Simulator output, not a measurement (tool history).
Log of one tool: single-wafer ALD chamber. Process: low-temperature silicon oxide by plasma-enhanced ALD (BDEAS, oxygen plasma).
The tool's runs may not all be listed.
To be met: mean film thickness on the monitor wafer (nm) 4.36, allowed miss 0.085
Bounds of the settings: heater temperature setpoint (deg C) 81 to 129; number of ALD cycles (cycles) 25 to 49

run,hour,heater temperature setpoint (deg C),number of ALD cycles (cycles),mean film thickness on the monitor wafer (nm)
1,0,105,37,4.8898
2,8.7,95,37,5.0565
3,10.5,98,36,4.8064
4,18.2,98,40,5.4004
5,26.5,101,39,5.1792
6,32.1,97,39,5.291
7,36,100,38,5.0874
8,41.2,103,37,4.9381
9,42.6,104,36,4.7669
10,46.9,106,36,4.7373
11,53.4,108,36,4.7358
12,54.1,109,35,4.5794

4 next moves are on the table. One of them brings every result within its allowed miss. Which?
A,54.8,108,37,?
B,54.8,121,38,?
C,54.8,103,33,?
D,54.8,98,36,?

move,mean film thickness on the monitor wafer (nm)
A,4.8676
B,4.8633
C,4.3867
D,4.8608
A: further off than the last run
B: further off than the last run
C: meets every target
D: further off than the last run
Move C is the one to make.
